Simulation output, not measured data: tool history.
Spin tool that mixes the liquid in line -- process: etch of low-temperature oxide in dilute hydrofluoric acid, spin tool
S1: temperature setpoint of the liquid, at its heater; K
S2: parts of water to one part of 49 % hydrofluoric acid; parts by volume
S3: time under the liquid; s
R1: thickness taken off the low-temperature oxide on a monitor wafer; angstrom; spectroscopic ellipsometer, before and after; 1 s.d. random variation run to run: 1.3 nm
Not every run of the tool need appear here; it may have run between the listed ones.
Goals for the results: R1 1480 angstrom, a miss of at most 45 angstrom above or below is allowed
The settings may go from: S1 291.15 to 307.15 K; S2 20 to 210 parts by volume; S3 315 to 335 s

run    day      S1   S2   S3      R1
  1      0  299.15  115  315  571.57
  2  0.129  297.15  115  315     526
  3  0.312  300.15   95  315  735.59
  4  0.467  302.15   95  315  788.16
  5  0.833  303.65   80  315  1017.2
  6  1.046  303.65  115  315  673.44
  7  1.288  303.65  115  315   674.2
  8  1.375  304.65   95  315  870.49
  9  1.579  305.15   85  315  1007.1
 10  1.742  307.15   50  315  1956.3
 11  1.812  305.65   50  315  1817.8
 12  2.054  305.65   50  315  1855.8
 13  2.371  304.15   50  315  1738.9
 14  2.621  303.15   50  315  1671.6
 15  2.867  302.15   50  315  1638.4
 16  3.183  301.15   50  315  1522.4

Which single option among these 4 for the next run brings every result within its allowed miss of target? Just one does.
  A  3.5  302.65  55  335   ?
  B  3.5  301.65  55  330   ?
  C  3.5  300.65  50  335   ?
  D  3.5  297.65  45  335   ?

move      R1
   A  1557.1
   B  1474.7
   C  1594.1
   D  1579.1
A: misses by more than the last run did
B: all results in spec
C: misses by more than the last run did
D: misses by more than the last run did
Correct choice: B, which meets every target
